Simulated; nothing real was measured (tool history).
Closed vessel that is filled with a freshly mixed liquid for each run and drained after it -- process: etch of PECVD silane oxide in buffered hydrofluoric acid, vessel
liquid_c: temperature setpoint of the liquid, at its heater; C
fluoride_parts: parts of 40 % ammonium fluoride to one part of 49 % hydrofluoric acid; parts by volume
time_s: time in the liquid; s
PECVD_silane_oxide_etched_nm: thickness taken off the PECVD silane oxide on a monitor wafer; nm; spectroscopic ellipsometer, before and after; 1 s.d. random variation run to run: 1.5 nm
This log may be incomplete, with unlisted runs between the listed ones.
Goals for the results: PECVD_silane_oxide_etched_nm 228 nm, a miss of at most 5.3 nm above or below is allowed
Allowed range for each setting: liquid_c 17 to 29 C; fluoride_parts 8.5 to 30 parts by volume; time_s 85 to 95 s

Run 1, hour 0: liquid_c 21 C, fluoride_parts 23 parts by volume, time_s 85 s. Result: PECVD_silane_oxide_etched_nm 111.81 nm.
Run 2, hour 6.9: liquid_c 22.5 C, fluoride_parts 23 parts by volume, time_s 85 s. Result: PECVD_silane_oxide_etched_nm 122.73 nm.
Run 3, hour 11.9: liquid_c 22.5 C, fluoride_parts 19.5 parts by volume, time_s 85 s. Result: PECVD_silane_oxide_etched_nm 137.51 nm.
Run 4, hour 15.2: liquid_c 23.5 C, fluoride_parts 19 parts by volume, time_s 85 s. Result: PECVD_silane_oxide_etched_nm 149.33 nm.
Run 5, hour 16.2: liquid_c 24.5 C, fluoride_parts 18.5 parts by volume, time_s 85 s. Result: PECVD_silane_oxide_etched_nm 162.17 nm.
Run 6, hour 23: liquid_c 24.5 C, fluoride_parts 24 parts by volume, time_s 85 s. Result: PECVD_silane_oxide_etched_nm 131.16 nm.
Run 7, hour 31.2: liquid_c 25 C, fluoride_parts 22.5 parts by volume, time_s 85 s. Result: PECVD_silane_oxide_etched_nm 140.37 nm.
Run 8, hour 32.8: liquid_c 25.5 C, fluoride_parts 21.5 parts by volume, time_s 85 s. Result: PECVD_silane_oxide_etched_nm 150.87 nm.
Run 9, hour 39.6: liquid_c 26 C, fluoride_parts 20.5 parts by volume, time_s 85 s. Result: PECVD_silane_oxide_etched_nm 161.67 nm.
Run 10, hour 42.3: liquid_c 26.5 C, fluoride_parts 19.5 parts by volume, time_s 85 s. Result: PECVD_silane_oxide_etched_nm 172.86 nm.
Run 11, hour 43.4: liquid_c 29 C, fluoride_parts 14.5 parts by volume, time_s 85 s. Result: PECVD_silane_oxide_etched_nm 262.9 nm.
Run 12, hour 44.1: liquid_c 28.5 C, fluoride_parts 14.5 parts by volume, time_s 85 s. Result: PECVD_silane_oxide_etched_nm 255.96 nm.
At hour 51.5: thermometer replaced.
Run 13, hour 51.5: liquid_c 28 C, fluoride_parts 14.5 parts by volume, time_s 85 s. Result: PECVD_silane_oxide_etched_nm 258.84 nm.
Run 14, hour 55.5: liquid_c 27.5 C, fluoride_parts 14.5 parts by volume, time_s 85 s. Result: PECVD_silane_oxide_etched_nm 254.58 nm.
Run 15, hour 63.4: liquid_c 27 C, fluoride_parts 14.5 parts by volume, time_s 85 s. Result: PECVD_silane_oxide_etched_nm 246.8 nm.

Next run, 4 choices. One meets every target within its allowed miss, the rest don't. Which?
Run A, hour 71.3: liquid_c 25.5 C, fluoride_parts 16.5 parts by volume, time_s 95 s. Result: PECVD_silane_oxide_etched_nm ?.
Run B, hour 71.3: liquid_c 22.5 C, fluoride_parts 11.5 parts by volume, time_s 85 s. Result: PECVD_silane_oxide_etched_nm ?.
Run C, hour 71.3: liquid_c 29 C, fluoride_parts 15.5 parts by volume, time_s 90 s. Result: PECVD_silane_oxide_etched_nm ?.
Run D, hour 71.3: liquid_c 28.5 C, fluoride_parts 13.5 parts by volume, time_s 85 s. Result: PECVD_silane_oxide_etched_nm ?.

move  PECVD_silane_oxide_etched_nm
   A                        224.13
   B                        242.55
   C                        272.31
   D                        286.77
A: all results in spec
B: closes in on the targets versus the last run, not all within tolerance yet
C: its largest miss is bigger than the last run's
D: its largest miss is bigger than the last run's
Move A is the one to make.
